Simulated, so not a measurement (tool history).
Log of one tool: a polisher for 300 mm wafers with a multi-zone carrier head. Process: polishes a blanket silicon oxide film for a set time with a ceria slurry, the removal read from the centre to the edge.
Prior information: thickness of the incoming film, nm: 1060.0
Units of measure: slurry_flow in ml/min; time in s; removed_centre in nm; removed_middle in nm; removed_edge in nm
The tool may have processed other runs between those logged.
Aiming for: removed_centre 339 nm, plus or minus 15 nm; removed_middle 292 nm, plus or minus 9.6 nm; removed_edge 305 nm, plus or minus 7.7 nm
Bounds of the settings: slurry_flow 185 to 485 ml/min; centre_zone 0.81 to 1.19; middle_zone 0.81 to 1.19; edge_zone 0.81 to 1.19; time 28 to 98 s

run 1 hour=0 | slurry_flow=310 centre_zone=1 middle_zone=1 edge_zone=1 time=63 | removed_centre=226.67 removed_middle=229.66 removed_edge=228.86
run 2 hour=5.2 | slurry_flow=310 centre_zone=1 middle_zone=1.07 edge_zone=1 time=63 | removed_centre=226.77 removed_middle=245.28 removed_edge=226.28
run 3 hour=10.3 | slurry_flow=315 centre_zone=1.02 middle_zone=1.06 edge_zone=1.02 time=65 | removed_centre=244.04 removed_middle=247.25 removed_edge=236.58
run 4 hour=11.7 | slurry_flow=315 centre_zone=1.02 middle_zone=1.06 edge_zone=1.09 time=65 | removed_centre=241.41 removed_middle=248.91 removed_edge=243.48
run 5 hour=15.4 | slurry_flow=315 centre_zone=1.02 middle_zone=1.06 edge_zone=1.01 time=65 | removed_centre=240.84 removed_middle=252.77 removed_edge=237.31
run 6 hour=22 | slurry_flow=315 centre_zone=1.02 middle_zone=1.01 edge_zone=1.01 time=65 | removed_centre=244.08 removed_middle=243.18 removed_edge=238.36
run 7 hour=24.5 | slurry_flow=320 centre_zone=1.03 middle_zone=1.01 edge_zone=1.02 time=66 | removed_centre=251.68 removed_middle=244.51 removed_edge=239.47
run 8 hour=32.4 | slurry_flow=315 centre_zone=1.1 middle_zone=0.97 edge_zone=1.12 time=83 | removed_centre=329.58 removed_middle=294.04 removed_edge=315.52

Pick the move, out of 5, that brings all results within their allowed miss; only one does.
run A hour=40.3 | slurry_flow=280 centre_zone=1 middle_zone=0.93 edge_zone=1.08 time=85 | removed_centre=? removed_middle=? removed_edge=?
run B hour=40.3 | slurry_flow=265 centre_zone=1.1 middle_zone=0.9 edge_zone=1.15 time=87 | removed_centre=? removed_middle=? removed_edge=?
run C hour=40.3 | slurry_flow=325 centre_zone=1.15 middle_zone=0.99 edge_zone=1.13 time=79 | removed_centre=? removed_middle=? removed_edge=?
run D hour=40.3 | slurry_flow=330 centre_zone=1 middle_zone=0.92 edge_zone=1.15 time=87 | removed_centre=? removed_middle=? removed_edge=?
run E hour=40.3 | slurry_flow=305 centre_zone=1.07 middle_zone=0.96 edge_zone=1.15 time=85 | removed_centre=? removed_middle=? removed_edge=?

move=A removed_centre=314.69 removed_middle=291.69 removed_edge=314.46
move=B removed_centre=353.07 removed_middle=289.3 removed_edge=330.64
move=C removed_centre=340.38 removed_middle=288.16 removed_edge=300.39
move=D removed_centre=325.81 removed_middle=298.94 removed_edge=334.11
move=E removed_centre=339.02 removed_middle=301.05 removed_edge=325.03
A: its largest miss is bigger than the last run's
B: its largest miss is bigger than the last run's
C: all results in spec
D: its largest miss is bigger than the last run's
E: its largest miss is bigger than the last run's
Answer: C
